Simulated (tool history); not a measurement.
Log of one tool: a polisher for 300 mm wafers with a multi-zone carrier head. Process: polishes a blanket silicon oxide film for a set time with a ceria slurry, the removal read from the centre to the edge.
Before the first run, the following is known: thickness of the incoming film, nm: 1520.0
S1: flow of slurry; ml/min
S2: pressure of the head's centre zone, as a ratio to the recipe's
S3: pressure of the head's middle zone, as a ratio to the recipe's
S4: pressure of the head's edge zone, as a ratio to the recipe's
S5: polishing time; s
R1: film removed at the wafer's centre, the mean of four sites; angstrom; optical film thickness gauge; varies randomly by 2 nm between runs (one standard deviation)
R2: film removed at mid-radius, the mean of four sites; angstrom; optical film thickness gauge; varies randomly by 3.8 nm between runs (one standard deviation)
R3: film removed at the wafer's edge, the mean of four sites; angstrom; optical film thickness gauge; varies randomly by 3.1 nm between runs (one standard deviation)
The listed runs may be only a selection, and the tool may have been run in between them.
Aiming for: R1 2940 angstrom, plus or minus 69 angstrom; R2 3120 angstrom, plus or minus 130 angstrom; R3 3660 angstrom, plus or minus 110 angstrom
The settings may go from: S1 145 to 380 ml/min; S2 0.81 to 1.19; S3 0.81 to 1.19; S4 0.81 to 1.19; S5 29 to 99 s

run    day   S1    S2    S3    S4  S5      R1      R2      R3
  1      0  245     1     1     1  64  3252.3  3143.9  3271.5
  2  0.042  245     1     1  0.94  64  3225.9  3221.2  3225.3
  3  0.192  225  0.95  0.98  0.98  66  3125.5  3215.1  3363.3
  4  0.262  210  0.92  0.96  1.01  67  3013.8  3213.3  3381.7
  5  0.329  205   0.9  0.93  1.05  68  3004.7  3196.6  3568.5
  6  0.496  200  0.89  0.92  1.06  68    2917  3151.7  3572.1
  7  0.583  205  0.89  0.91  1.07  68  2983.7  3032.2  3556.4
  8   0.65  200  0.89  0.92  1.08  68  2975.5  3164.6  3523.2

5 next moves are on the table. One of them brings every result within its allowed miss. Which?
  A  0.717  255  0.82  0.87  1.09  73   ?   ?   ?
  B  0.717  200  0.93  1.03  1.18  64   ?   ?   ?
  C  0.717  200  0.91  0.91  1.02  66   ?   ?   ?
  D  0.717  200  0.97     1  1.17  64   ?   ?   ?
  E  0.717  145   0.9  0.93  1.17  72   ?   ?   ?

move      R1      R2      R3
   A  3041.4  3299.9  3903.1
   B  2915.5  3216.1  3438.3
   C  2938.9  2989.7  3347.6
   D  3041.3    3136  3427.4
   E  2946.2  3111.4  3682.1
A: pushes the last run's worst result past its target
B: the biggest miss grows against the last run
C: the biggest miss grows against the last run
D: the biggest miss grows against the last run
E: hits every target within its allowed miss
The right move is E.

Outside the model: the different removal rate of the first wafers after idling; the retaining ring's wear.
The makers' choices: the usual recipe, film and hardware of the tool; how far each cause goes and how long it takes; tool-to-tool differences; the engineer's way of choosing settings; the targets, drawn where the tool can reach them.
